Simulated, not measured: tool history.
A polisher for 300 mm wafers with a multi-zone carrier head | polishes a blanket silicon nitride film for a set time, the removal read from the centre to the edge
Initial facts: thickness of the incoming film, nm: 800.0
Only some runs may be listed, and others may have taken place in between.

run,hour,flow of slurry (ml/min),pressure of the head's centre zone,pressure of the head's middle zone,pressure of the head's edge zone,polishing time (s),film removed at the wafer's centre (nm),film removed at mid-radius (nm),film removed at the wafer's edge (nm)
1,0,250,1,1,1,62,180.56,181.64,187.01
2,8.9,255,1.01,1.01,1.01,63,184.19,190.2,191.22
3,13.7,260,1.02,1.01,1.02,64,192.41,189.95,195.97
4,14.5,265,1.03,1.02,1.03,65,197.13,193.56,200.34
5,20.6,265,1.03,1.03,1.04,66,200.85,200.36,205.95
6,22.6,210,1.03,1.03,1.04,66,192.14,200.2,196.39

Forecast run 7:
7,23.6,220,1.04,1.04,1.05,67,?,?,?

{"run 7": {"film removed at the wafer's centre (nm)": 199.07, "film removed at mid-radius (nm)": 199.68, "film removed at the wafer's edge (nm)": 207.4}}

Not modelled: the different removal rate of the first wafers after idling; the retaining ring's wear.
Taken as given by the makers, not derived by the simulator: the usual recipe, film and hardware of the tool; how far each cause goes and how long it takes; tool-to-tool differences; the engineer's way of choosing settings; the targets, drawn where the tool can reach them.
